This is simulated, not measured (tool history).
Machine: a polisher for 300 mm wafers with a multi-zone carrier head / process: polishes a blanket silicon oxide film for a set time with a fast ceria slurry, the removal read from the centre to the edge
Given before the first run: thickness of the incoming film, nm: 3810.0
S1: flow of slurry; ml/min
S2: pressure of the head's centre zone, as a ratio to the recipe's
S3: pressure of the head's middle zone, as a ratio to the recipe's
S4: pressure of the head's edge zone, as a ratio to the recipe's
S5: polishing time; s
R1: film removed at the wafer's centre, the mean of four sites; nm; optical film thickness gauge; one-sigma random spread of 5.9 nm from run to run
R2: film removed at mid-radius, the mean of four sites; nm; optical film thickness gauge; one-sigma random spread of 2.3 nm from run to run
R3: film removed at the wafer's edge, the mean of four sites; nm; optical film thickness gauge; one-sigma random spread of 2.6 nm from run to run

{"run": 1, "hour": 0.0, "S1": 215, "S2": 1.0, "S3": 1.0, "S4": 1.0, "S5": 60, "R1": 746.18, "R2": 750.55, "R3": 731.18}
{"run": 2, "hour": 3.9, "S1": 235, "S2": 1.0, "S3": 1.0, "S4": 1.0, "S5": 60, "R1": 752.62, "R2": 752.49, "R3": 740.39}
{"run": 3, "hour": 11.3, "S1": 220, "S2": 0.98, "S3": 0.94, "S4": 0.96, "S5": 49, "R1": 599.25, "R2": 583.59, "R3": 593.09}
{"run": 4, "hour": 12.3, "S1": 275, "S2": 0.98, "S3": 0.94, "S4": 0.96, "S5": 49, "R1": 614.41, "R2": 600.69, "R3": 598.91}
{"run": 5, "hour": 14.2, "S1": 245, "S2": 0.98, "S3": 0.94, "S4": 0.96, "S5": 49, "R1": 595.39, "R2": 591.41, "R3": 589.39}
{"run": 6, "hour": 19.6, "S1": 205, "S2": 0.98, "S3": 0.94, "S4": 0.96, "S5": 49, "R1": 590.96, "R2": 574.33, "R3": 584.8}
{"run": 7, "hour": 20.8, "S1": 195, "S2": 0.96, "S3": 0.9, "S4": 0.91, "S5": 43, "R1": 516.96, "R2": 490.69, "R3": 504.18}
{"run": 8, "hour": 25.3, "S1": 180, "S2": 0.94, "S3": 0.87, "S4": 0.88, "S5": 40, "R1": 460.02, "R2": 433.07, "R3": 456.41}
{"run": 9, "hour": 31.2, "S1": 175, "S2": 0.93, "S3": 0.85, "S4": 0.86, "S5": 39, "R1": 445.79, "R2": 413.8, "R3": 440.6}
{"run": 10, "hour": 34.2, "S1": 145, "S2": 0.9, "S3": 0.81, "S4": 0.81, "S5": 35, "R1": 381.62, "R2": 350.43, "R3": 379.98}
{"run": 11, "hour": 36.5, "S1": 160, "S2": 0.9, "S3": 0.81, "S4": 0.82, "S5": 35, "R1": 372.15, "R2": 352.98, "R3": 383.24}
{"run": 12, "hour": 40.5, "S1": 170, "S2": 0.92, "S3": 0.81, "S4": 0.83, "S5": 35, "R1": 389.34, "R2": 357.7, "R3": 390.35}

What does the tool deliver on the next run?
{"run": 13, "hour": 47.6, "S1": 180, "S2": 0.93, "S3": 0.81, "S4": 0.83, "S5": 35, "R1": "?", "R2": "?", "R3": "?"}

{"run 13": {"R1": 389.09, "R2": 361.62, "R3": 390.54}}
